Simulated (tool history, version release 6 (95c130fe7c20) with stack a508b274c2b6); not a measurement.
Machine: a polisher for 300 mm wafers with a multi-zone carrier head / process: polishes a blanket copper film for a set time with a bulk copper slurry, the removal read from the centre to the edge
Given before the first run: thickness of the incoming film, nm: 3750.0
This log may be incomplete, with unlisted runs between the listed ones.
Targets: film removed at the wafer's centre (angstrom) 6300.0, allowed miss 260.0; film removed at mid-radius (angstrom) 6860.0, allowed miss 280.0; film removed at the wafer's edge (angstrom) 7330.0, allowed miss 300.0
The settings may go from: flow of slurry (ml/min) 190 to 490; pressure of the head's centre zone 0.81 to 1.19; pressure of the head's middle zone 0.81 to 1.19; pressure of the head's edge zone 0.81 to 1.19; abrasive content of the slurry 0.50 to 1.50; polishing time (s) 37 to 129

run  hour  flow of slurry (ml/min)  pressure of the head's centre zone  pressure of the head's middle zone  pressure of the head's edge zone  abrasive content of the slurry  polishing time (s)  film removed at the wafer's centre (angstrom)  film removed at mid-radius (angstrom)  film removed at the wafer's edge (angstrom)
  1   0.0                      315                                1.00                                1.00                              1.00                            1.00                  83                                         7910.7                                 8019.5                                       7802.2
  2   1.2                      345                                1.00                                1.00                              1.00                            1.00                  83                                         8052.4                                 8023.1                                       7731.0
  3   8.9                      410                                1.00                                1.00                              1.00                            1.00                  83                                         8104.3                                 8341.3                                       7613.8
  4  17.5                      410                                0.96                                1.00                              1.00                            1.00                  83                                         7805.7                                 8387.3                                       7978.1
  5  21.4                      410                                0.96                                1.00                              1.00                            1.00                  66                                         6110.6                                 6491.6                                       6189.9
  6  24.3                      445                                0.96                                1.00                              1.00                            1.00                  66                                         6180.0                                 6430.2                                       6196.0
  7  30.6                      440                                0.94                                0.99                              1.02                            1.05                  67                                         6268.7                                 6542.8                                       6407.0
  8  32.9                      430                                0.91                                0.99                              1.04                            1.10                  68                                         6071.4                                 6730.0                                       6691.1
  9  38.3                      425                                0.93                                0.96                              1.14                            1.25                  69                                         6560.3                                 6882.7                                       6893.6

Exactly one of the 5 candidate moves below puts every result within its allowed miss. Which one?
  A  43.7                      450                                0.95                                0.94                              1.08                            1.15                  69                                              ?                                      ?                                            ?
  B  43.7                      375                                0.87                                0.93                              1.15                            1.30                  71                                              ?                                      ?                                            ?
  C  43.7                      490                                1.03                                1.01                              1.06                            1.25                  63                                              ?                                      ?                                            ?
  D  43.7                      460                                1.12                                1.13                              1.08                            1.50                  59                                              ?                                      ?                                            ?
  E  43.7                      410                                0.97                                1.11                              1.11                            1.25                  62                                              ?                                      ?                                            ?

move  film removed at the wafer's centre (angstrom)  film removed at mid-radius (angstrom)  film removed at the wafer's edge (angstrom)
   A                                         6554.0                                 6577.1                                       6826.7
   B                                         6228.9                                 6781.1                                       7264.6
   C                                         6633.8                                 6509.1                                       6312.7
   D                                         6976.8                                 6917.2                                       6129.9
   E                                         6074.7                                 6866.8                                       6240.5
A: misses by more than the last run did
B: all results land within tolerance of their targets
C: misses by more than the last run did
D: misses by more than the last run did
E: misses by more than the last run did
B meets every target.
